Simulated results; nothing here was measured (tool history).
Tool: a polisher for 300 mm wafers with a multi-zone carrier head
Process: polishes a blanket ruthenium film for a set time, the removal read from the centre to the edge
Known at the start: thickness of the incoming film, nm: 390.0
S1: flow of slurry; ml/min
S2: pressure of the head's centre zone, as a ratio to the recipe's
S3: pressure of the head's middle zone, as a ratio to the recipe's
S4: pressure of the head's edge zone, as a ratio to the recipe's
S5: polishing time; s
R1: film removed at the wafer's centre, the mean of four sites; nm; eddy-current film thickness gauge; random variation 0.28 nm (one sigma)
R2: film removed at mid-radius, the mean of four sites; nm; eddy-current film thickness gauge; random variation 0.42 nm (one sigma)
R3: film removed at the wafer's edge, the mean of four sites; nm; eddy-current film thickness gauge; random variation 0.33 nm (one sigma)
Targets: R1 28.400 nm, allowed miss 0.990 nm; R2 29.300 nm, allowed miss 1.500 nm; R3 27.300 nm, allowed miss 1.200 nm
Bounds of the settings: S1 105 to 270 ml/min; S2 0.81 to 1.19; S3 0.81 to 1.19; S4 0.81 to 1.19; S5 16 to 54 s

run  hour   S1    S2    S3    S4  S5      R1      R2      R3
  1   0.0  175  1.00  1.00  1.00  35  35.839  36.137  37.561
  2   6.5  175  1.00  1.00  1.00  30  31.252  32.470  30.775
  3  13.2  175  1.00  0.93  1.00  30  31.246  30.183  31.603
  4  13.7  175  1.00  0.93  1.00  24  25.170  24.145  25.040
  5  14.3  175  1.08  0.93  1.00  24  26.939  24.241  25.415
  6  18.2  185  1.07  0.95  1.01  24  26.758  24.993  24.796
  7  23.4  185  1.06  0.96  1.01  25  27.398  26.309  26.582
  8  31.8  190  1.06  0.97  1.01  25  28.242  26.694  26.877
  9  32.4  190  1.05  0.98  1.01  25  27.764  27.120  26.921
 10  33.3  195  1.05  0.99  1.01  25  28.094  27.289  26.717

Which of these 5 next moves meets every target?
  A  34.2  250  0.99  0.99  0.95  26   ?   ?   ?
  B  34.2  200  1.07  1.17  0.94  24   ?   ?   ?
  C  34.2  190  1.04  0.92  1.16  24   ?   ?   ?
  D  34.2  160  0.98  1.17  0.96  27   ?   ?   ?
  E  34.2  215  1.10  1.01  0.95  23   ?   ?   ?

move      R1      R2      R3
   A  27.797  29.328  27.572
   B  26.854  30.157  24.693
   C  25.814  24.518  27.317
   D  26.457  32.628  27.257
   E  26.752  25.841  24.023
A: meets every target
B: brings the result that was furthest off to its target, and leaves another outside
C: further off than the last run
D: takes the result that was furthest off past its target
E: further off than the last run
Move A is the one to make.
